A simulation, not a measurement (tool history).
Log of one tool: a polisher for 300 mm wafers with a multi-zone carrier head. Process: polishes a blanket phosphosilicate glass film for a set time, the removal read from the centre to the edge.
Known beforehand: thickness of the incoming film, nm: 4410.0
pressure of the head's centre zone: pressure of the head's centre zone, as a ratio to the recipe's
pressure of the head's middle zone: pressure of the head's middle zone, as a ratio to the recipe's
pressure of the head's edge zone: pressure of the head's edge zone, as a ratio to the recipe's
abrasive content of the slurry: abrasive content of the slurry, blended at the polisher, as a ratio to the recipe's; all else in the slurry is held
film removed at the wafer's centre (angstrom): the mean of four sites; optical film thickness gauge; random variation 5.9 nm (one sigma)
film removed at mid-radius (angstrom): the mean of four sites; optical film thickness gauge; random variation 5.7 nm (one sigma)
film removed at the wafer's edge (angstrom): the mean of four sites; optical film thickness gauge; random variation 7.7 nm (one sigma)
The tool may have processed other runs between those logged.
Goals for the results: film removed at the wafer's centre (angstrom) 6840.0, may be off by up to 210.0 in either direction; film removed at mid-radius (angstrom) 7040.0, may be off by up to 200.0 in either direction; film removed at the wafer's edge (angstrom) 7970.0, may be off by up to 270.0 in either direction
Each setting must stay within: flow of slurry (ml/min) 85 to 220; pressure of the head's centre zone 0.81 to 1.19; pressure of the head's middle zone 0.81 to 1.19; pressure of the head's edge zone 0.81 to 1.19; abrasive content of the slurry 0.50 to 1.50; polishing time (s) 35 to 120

run,hour,flow of slurry (ml/min),pressure of the head's centre zone,pressure of the head's middle zone,pressure of the head's edge zone,abrasive content of the slurry,polishing time (s),film removed at the wafer's centre (angstrom),film removed at mid-radius (angstrom),film removed at the wafer's edge (angstrom)
1,0.0,140,1.00,1.00,1.00,1.00,77,9786.2,9791.6,9835.4
2,0.8,140,1.00,1.00,1.00,1.00,91,11498.0,11325.0,11274.0
3,1.4,140,1.00,1.00,1.00,1.10,91,12323.0,12108.0,12122.0
4,4.8,135,0.98,0.98,0.99,1.00,91,11245.0,11160.0,11055.0
5,7.5,135,1.06,0.98,0.99,1.00,91,12119.0,11241.0,11120.0
6,14.5,110,1.06,0.98,0.99,1.00,91,11233.0,10688.0,10945.0
7,16.7,105,1.04,0.96,0.99,0.95,91,10653.0,9962.5,10367.0
8,22.9,105,1.04,0.96,0.99,0.95,91,10768.0,10066.0,10348.0
9,24.9,100,1.01,0.95,1.01,0.90,91,9741.9,9395.9,9892.9
10,30.5,100,0.99,0.94,1.01,0.85,91,9010.9,8853.4,9601.2
11,33.0,100,0.97,0.92,0.99,0.85,91,8925.5,8714.6,9345.4
12,35.9,100,0.95,0.91,0.98,0.85,91,8832.3,8671.9,9364.1
13,43.6,100,0.93,0.90,0.98,0.85,91,8475.9,8524.6,9494.8
14,47.6,100,0.92,0.89,0.97,0.80,91,8008.4,8071.4,8931.3
15,53.1,100,0.91,0.88,0.96,0.80,91,7844.6,7974.3,8851.1
16,57.1,100,0.90,0.87,0.95,0.80,91,7838.0,8004.7,8749.8
17,62.2,85,0.85,0.81,0.95,0.60,91,4789.0,5086.3,5931.6
18,64.3,100,0.85,0.81,0.95,0.60,91,5228.8,5451.0,6163.3

Next run, 4 choices. One meets every target within its allowed miss, the rest don't. Which?
A,66.4,100,0.81,0.81,0.93,0.70,89,?,?,?
B,66.4,140,0.81,0.90,0.92,0.50,98,?,?,?
C,66.4,90,0.81,0.94,0.82,0.65,101,?,?,?
D,66.4,110,0.85,0.82,0.94,0.75,86,?,?,?

move,film removed at the wafer's centre (angstrom),film removed at mid-radius (angstrom),film removed at the wafer's edge (angstrom)
A,5939.8,6415.2,7347.3
B,4223.7,4818.0,4977.9
C,5896.2,7061.9,7005.0
D,6725.2,6938.9,7849.3
A: gains on the last run, yet a result remains outside its allowed miss
B: moves away from the targets compared with the last run
C: corrects the largest miss of the last run, while another result sits out of spec
D: hits every target within its allowed miss
The move that meets every target is D.

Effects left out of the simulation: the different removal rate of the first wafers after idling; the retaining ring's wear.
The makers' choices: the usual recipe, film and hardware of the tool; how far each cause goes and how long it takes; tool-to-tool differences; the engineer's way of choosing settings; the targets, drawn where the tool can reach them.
